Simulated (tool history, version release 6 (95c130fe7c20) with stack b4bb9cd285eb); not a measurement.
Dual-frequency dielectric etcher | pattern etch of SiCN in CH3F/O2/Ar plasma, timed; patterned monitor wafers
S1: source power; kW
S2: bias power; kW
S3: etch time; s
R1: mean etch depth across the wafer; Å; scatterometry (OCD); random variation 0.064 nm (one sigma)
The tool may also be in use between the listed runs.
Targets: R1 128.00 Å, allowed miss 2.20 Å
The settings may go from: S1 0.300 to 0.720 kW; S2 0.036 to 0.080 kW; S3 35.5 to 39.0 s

| run | day | S1 | S2 | S3 | R1 |
|---|---|---|---|---|---|
| 1 | 0.000 | 0.510 | 0.058 | 39.0 | 141.57 |
| 2 | 0.150 | 0.510 | 0.065 | 39.0 | 144.44 |
| 3 | 0.500 | 0.470 | 0.064 | 39.0 | 139.50 |
| 4 | 0.579 | 0.470 | 0.072 | 39.0 | 142.87 |
| 5 | 0.733 | 0.440 | 0.071 | 39.0 | 141.16 |
| 6 | 0.979 | 0.440 | 0.080 | 39.0 | 142.26 |
| 7 | 1.321 | 0.410 | 0.079 | 38.5 | 137.17 |
| 8 | 1.371 | 0.390 | 0.078 | 38.5 | 134.99 |
| 9 | 1.408 | 0.370 | 0.078 | 38.5 | 131.38 |
| 10 | 1.683 | 0.360 | 0.078 | 38.5 | 131.18 |

Which of these 5 next moves meets every target?
| A | 1.958 | 0.410 | 0.077 | 37.0 | ? |
| B | 1.958 | 0.330 | 0.078 | 38.5 | ? |
| C | 1.958 | 0.350 | 0.080 | 39.0 | ? |
| D | 1.958 | 0.310 | 0.073 | 38.5 | ? |
| E | 1.958 | 0.360 | 0.080 | 38.5 | ? |

| move | R1 |
|---|---|
| A | 130.71 |
| B | 126.90 |
| C | 131.74 |
| D | 122.70 |
| E | 131.26 |
A: nearer than the last run, and not there yet
B: meets every target
C: further off than the last run
D: takes the result that was furthest off past its target
E: as far off as the last run
The right move is B.

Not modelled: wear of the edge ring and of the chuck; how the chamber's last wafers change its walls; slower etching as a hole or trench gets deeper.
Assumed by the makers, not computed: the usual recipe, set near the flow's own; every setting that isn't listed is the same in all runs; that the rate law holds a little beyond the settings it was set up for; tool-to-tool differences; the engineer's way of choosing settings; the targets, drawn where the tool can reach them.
